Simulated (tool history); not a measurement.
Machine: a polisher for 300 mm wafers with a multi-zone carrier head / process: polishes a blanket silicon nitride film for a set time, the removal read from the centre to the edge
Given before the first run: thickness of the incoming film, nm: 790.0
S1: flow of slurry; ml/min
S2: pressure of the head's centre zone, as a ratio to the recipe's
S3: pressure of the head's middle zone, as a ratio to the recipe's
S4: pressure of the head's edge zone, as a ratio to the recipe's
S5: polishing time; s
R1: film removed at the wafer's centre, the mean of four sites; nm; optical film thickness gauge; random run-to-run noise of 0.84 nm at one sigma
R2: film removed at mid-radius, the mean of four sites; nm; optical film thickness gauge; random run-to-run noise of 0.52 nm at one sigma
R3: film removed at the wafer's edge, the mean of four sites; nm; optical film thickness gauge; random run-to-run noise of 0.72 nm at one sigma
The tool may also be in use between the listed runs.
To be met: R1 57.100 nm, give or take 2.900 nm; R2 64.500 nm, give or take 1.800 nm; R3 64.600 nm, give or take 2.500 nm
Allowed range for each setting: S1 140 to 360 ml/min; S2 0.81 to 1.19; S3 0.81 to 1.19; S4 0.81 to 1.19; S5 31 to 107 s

{"run": 1, "hour": 0.0, "S1": 230, "S2": 1.0, "S3": 1.0, "S4": 1.0, "S5": 69, "R1": 97.44, "R2": 91.889, "R3": 92.733}
{"run": 2, "hour": 2.8, "S1": 215, "S2": 0.94, "S3": 0.99, "S4": 0.98, "S5": 62, "R1": 79.273, "R2": 82.336, "R3": 83.689}
{"run": 3, "hour": 8.0, "S1": 215, "S2": 1.03, "S3": 0.99, "S4": 0.98, "S5": 62, "R1": 86.89, "R2": 82.337, "R3": 82.996}
{"run": 4, "hour": 12.8, "S1": 215, "S2": 1.03, "S3": 0.95, "S4": 0.98, "S5": 62, "R1": 90.148, "R2": 79.462, "R3": 83.074}
{"run": 5, "hour": 21.4, "S1": 210, "S2": 0.98, "S3": 0.95, "S4": 0.95, "S5": 57, "R1": 75.649, "R2": 72.776, "R3": 74.789}
{"run": 6, "hour": 22.0, "S1": 205, "S2": 0.94, "S3": 0.94, "S4": 0.91, "S5": 56, "R1": 74.083, "R2": 70.492, "R3": 74.794}
{"run": 7, "hour": 27.6, "S1": 200, "S2": 0.92, "S3": 0.96, "S4": 0.91, "S5": 53, "R1": 65.792, "R2": 68.498, "R3": 68.577}
{"run": 8, "hour": 30.0, "S1": 200, "S2": 0.92, "S3": 0.96, "S4": 0.91, "S5": 53, "R1": 66.433, "R2": 68.416, "R3": 68.397}
{"run": 9, "hour": 33.2, "S1": 190, "S2": 0.89, "S3": 0.96, "S4": 0.9, "S5": 52, "R1": 63.209, "R2": 66.083, "R3": 66.612}
{"run": 10, "hour": 41.1, "S1": 180, "S2": 0.87, "S3": 0.96, "S4": 0.9, "S5": 52, "R1": 61.355, "R2": 65.472, "R3": 67.132}

Consider the 5 candidate settings below. Which is the only one whose results all fall within their allowed miss of target?
{"run": "A", "hour": 49.0, "S1": 280, "S2": 0.83, "S3": 0.96, "S4": 0.9, "S5": 49, "R1": "?", "R2": "?", "R3": "?"}
{"run": "B", "hour": 49.0, "S1": 170, "S2": 0.95, "S3": 0.9, "S4": 0.84, "S5": 56, "R1": "?", "R2": "?", "R3": "?"}
{"run": "C", "hour": 49.0, "S1": 175, "S2": 0.87, "S3": 0.91, "S4": 0.9, "S5": 55, "R1": "?", "R2": "?", "R3": "?"}
{"run": "D", "hour": 49.0, "S1": 165, "S2": 0.89, "S3": 0.91, "S4": 0.87, "S5": 54, "R1": "?", "R2": "?", "R3": "?"}
{"run": "E", "hour": 49.0, "S1": 215, "S2": 0.95, "S3": 0.97, "S4": 0.86, "S5": 50, "R1": "?", "R2": "?", "R3": "?"}

move=A R1=56.957 R2=64.261 R3=65.874
move=B R1=68.905 R2=65.262 R3=70.183
move=C R1=62.555 R2=65.002 R3=70.791
move=D R1=62.107 R2=63.226 R3=68.235
move=E R1=63.909 R2=64.142 R3=64.684
A: every result lands within tolerance
B: its largest miss is bigger than the last run's
C: its largest miss is bigger than the last run's
D: its largest miss is bigger than the last run's
E: its largest miss is bigger than the last run's
The move that meets every target is A.
